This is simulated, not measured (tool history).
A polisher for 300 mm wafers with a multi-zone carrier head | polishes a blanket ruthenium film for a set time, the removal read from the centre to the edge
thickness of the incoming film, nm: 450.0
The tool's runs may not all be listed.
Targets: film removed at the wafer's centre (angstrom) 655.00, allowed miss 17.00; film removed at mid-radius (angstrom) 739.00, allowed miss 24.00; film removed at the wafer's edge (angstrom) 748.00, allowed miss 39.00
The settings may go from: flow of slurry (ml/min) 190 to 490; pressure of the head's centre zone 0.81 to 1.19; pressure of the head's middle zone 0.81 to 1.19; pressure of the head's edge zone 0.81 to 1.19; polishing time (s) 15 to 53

run,hour,flow of slurry (ml/min),pressure of the head's centre zone,pressure of the head's middle zone,pressure of the head's edge zone,polishing time (s),film removed at the wafer's centre (angstrom),film removed at mid-radius (angstrom),film removed at the wafer's edge (angstrom)
1,0.0,315,1.00,1.00,1.00,34,548.86,539.13,550.57
2,7.7,315,1.00,1.09,1.00,34,554.01,589.05,548.66
3,15.4,315,1.00,1.09,1.04,34,545.12,593.63,554.09
4,23.9,285,1.00,1.09,1.04,34,546.39,576.73,554.01
5,29.1,285,1.00,1.02,1.04,34,546.54,539.97,555.16
6,32.0,285,1.00,1.05,1.04,34,543.52,564.68,556.01
7,34.5,280,1.00,1.05,1.05,35,561.66,585.75,583.68
8,39.2,275,1.00,1.05,1.06,36,575.23,592.53,597.52
9,41.2,270,1.00,1.06,1.07,37,588.19,602.98,605.76

Which of these 4 next moves meets every target?
A,43.2,285,1.04,1.18,1.02,40,?,?,?
B,43.2,215,0.85,0.86,1.19,39,?,?,?
C,43.2,205,0.95,1.10,1.14,45,?,?,?
D,43.2,295,1.00,0.94,1.09,38,?,?,?

move,film removed at the wafer's centre (angstrom),film removed at mid-radius (angstrom),film removed at the wafer's edge (angstrom)
A,664.26,722.45,644.87
B,518.80,533.15,666.77
C,659.98,741.20,747.06
D,609.66,574.64,636.37
A: brings the result that was furthest off to its target, and leaves another outside
B: further off than the last run
C: meets every target
D: further off than the last run
The right move is C.
